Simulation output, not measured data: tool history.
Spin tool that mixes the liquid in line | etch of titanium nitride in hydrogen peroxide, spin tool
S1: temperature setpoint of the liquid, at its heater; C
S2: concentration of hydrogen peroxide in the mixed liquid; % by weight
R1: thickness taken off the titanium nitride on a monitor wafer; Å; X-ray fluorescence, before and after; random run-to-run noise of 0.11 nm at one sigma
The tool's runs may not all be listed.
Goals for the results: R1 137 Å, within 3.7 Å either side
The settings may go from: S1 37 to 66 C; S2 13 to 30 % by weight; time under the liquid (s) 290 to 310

run 1 hour=0 | S1=53 S2=25 time_under_the_liquid_(s)=290 | R1=178.64
run 2 hour=1 | S1=53 S2=25 time_under_the_liquid_(s)=290 | R1=179.73
run 3 hour=3 | S1=52 S2=25 time_under_the_liquid_(s)=290 | R1=167.48
run 4 hour=10.1 | S1=55.5 S2=25 time_under_the_liquid_(s)=290 | R1=215.03
run 5 hour=18.5 | S1=54 S2=25 time_under_the_liquid_(s)=290 | R1=195.57
run 6 hour=20.7 | S1=54 S2=25 time_under_the_liquid_(s)=310 | R1=207.68
run 7 hour=29 | S1=52.5 S2=25 time_under_the_liquid_(s)=310 | R1=184.48
run 8 hour=37.3 | S1=52.5 S2=25 time_under_the_liquid_(s)=310 | R1=182.97
run 9 hour=45.6 | S1=51.5 S2=25 time_under_the_liquid_(s)=310 | R1=171.92
run 10 hour=50.3 | S1=51 S2=25 time_under_the_liquid_(s)=310 | R1=167.98
run 11 hour=51.2 | S1=50.5 S2=25 time_under_the_liquid_(s)=310 | R1=160.58
run 12 hour=59.9 | S1=50 S2=25 time_under_the_liquid_(s)=310 | R1=156.37
run 13 hour=63.4 | S1=49.5 S2=25 time_under_the_liquid_(s)=310 | R1=148.68
run 14 hour=65 | S1=49 S2=25 time_under_the_liquid_(s)=310 | R1=142.76

Which one of the following 4 next-run settings gets every result inside its allowed miss? There is exactly one.
run A hour=66.6 | S1=49.5 S2=27.5 time_under_the_liquid_(s)=305 | R1=?
run B hour=66.6 | S1=49.5 S2=25 time_under_the_liquid_(s)=310 | R1=?
run C hour=66.6 | S1=49.5 S2=24.5 time_under_the_liquid_(s)=310 | R1=?
run D hour=66.6 | S1=49.5 S2=24 time_under_the_liquid_(s)=290 | R1=?

move=A R1=151.32
move=B R1=150.64
move=C R1=149.98
move=D R1=139.68
A: further off than the last run
B: further off than the last run
C: further off than the last run
D: every result lands within tolerance
D meets every target.
